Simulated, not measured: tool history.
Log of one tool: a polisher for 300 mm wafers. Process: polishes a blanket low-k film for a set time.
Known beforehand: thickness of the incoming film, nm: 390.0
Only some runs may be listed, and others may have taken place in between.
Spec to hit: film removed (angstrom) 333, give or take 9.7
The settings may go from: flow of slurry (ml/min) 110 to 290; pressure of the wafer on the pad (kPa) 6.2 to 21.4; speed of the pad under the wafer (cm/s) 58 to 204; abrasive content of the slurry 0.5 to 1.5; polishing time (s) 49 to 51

run    day  flow of slurry (ml/min)  pressure of the wafer on the pad (kPa)  speed of the pad under the wafer (cm/s)  abrasive content of the slurry  polishing time (s)  film removed (angstrom)
  1      0                      185                                    13.8                                      130                               1                  49                   242.78
  2  0.275                      205                                    13.8                                      130                               1                  49                   244.07
  3  0.454                      205                                    14.5                                      130                               1                  49                   259.47
  4  0.575                      210                                    15.2                                      130                               1                  49                   269.43
  5  0.842                      210                                    15.9                                      130                               1                  49                   281.16
  6  1.171                      210                                    15.9                                      108                               1                  49                    243.3
  7  1.542                      210                                    16.5                                      108                               1                  49                   252.31
  8  1.642                      210                                    17.2                                      108                               1                  49                   258.93
  9  1.667                      215                                    17.9                                      108                               1                  49                   273.88
 10  2.008                      240                                    20.7                                      108                               1                  49                   318.63

Pick the move, out of 4, that brings all results within their allowed miss; only one does.
  A  2.35                      245                                      20                                      104                             1.1                  49                        ?
  B  2.35                      290                                    20.7                                       98                               1                  50                        ?
  C  2.35                      255                                    20.7                                      110                             0.9                  49                        ?
  D  2.35                      225                                      20                                      118                               1                  49                        ?

move  film removed (angstrom)
   A                   315.98
   B                   308.84
   C                   311.14
   D                    331.3
A: its largest miss is bigger than the last run's
B: its largest miss is bigger than the last run's
C: its largest miss is bigger than the last run's
D: every result lands within tolerance
Go with D: it meets all targets.

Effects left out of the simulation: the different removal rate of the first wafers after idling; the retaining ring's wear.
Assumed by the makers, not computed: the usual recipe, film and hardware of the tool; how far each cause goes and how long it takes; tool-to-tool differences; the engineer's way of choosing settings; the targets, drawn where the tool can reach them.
